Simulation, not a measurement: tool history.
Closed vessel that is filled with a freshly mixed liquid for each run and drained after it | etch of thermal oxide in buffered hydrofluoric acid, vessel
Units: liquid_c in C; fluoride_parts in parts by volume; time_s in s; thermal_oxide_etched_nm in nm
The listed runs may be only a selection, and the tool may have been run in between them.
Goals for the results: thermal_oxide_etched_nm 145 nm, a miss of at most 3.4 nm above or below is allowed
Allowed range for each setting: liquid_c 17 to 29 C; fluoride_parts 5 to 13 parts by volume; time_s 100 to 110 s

run    day  liquid_c  fluoride_parts  time_s  thermal_oxide_etched_nm
  1      0        21               8     100                   106.77
  2  0.258        24               8     100                   125.29
  3  0.525        24               6     100                   170.14
  4    0.6        24               6     100                   167.22
  5  0.662        24               5     100                   196.79
  6  0.804      25.5               5     100                   212.07
  7  0.929      21.5               5     100                   172.56
  8  1.121      17.5               5     100                   136.93

Next run, 4 choices. One meets every target within its allowed miss, the rest don't. Which?
  A  1.312        17               5     110                        ?
  B  1.312        17               5     105                        ?
  C  1.312      17.5               6     110                        ?
  D  1.312        17               5     100                        ?

move  thermal_oxide_etched_nm
   A                   145.27
   B                   138.67
   C                   128.06
   D                   132.07
A: in spec on every target
B: nearer the targets than the last run, but a result is still out of spec
C: its largest miss is bigger than the last run's
D: its largest miss is bigger than the last run's
A is the move that brings every result within its allowed miss.
